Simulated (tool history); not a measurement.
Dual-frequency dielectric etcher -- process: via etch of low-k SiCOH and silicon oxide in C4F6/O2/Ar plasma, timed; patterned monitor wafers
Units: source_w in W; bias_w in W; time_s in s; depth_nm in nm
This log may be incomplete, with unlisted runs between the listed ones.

run,hour,source_w,bias_w,time_s,depth_nm
1,0,460,145,27.5,69.957
2,0.7,460,145,25.5,65.283
3,5.3,520,145,25.5,68.005
4,7.8,520,145,27.5,73.471
5,10.7,540,148,27.5,74.765
6,13.3,560,151,27.5,76.409
7,18.5,580,154,27.5,77.508
8,20.1,590,157,27.5,78.804
9,25.2,600,159,27.5,79.614
10,32.6,610,161,27.5,80.298
11,35.6,620,163,27.5,81.647
12,44.6,630,164,27.5,81.629
13,45.3,630,166,27.5,81.919
14,50.4,630,168,27.5,82.592

What will run 15 give?
15,52.5,630,169,27.5,?

depth_nm: 82.278 nm

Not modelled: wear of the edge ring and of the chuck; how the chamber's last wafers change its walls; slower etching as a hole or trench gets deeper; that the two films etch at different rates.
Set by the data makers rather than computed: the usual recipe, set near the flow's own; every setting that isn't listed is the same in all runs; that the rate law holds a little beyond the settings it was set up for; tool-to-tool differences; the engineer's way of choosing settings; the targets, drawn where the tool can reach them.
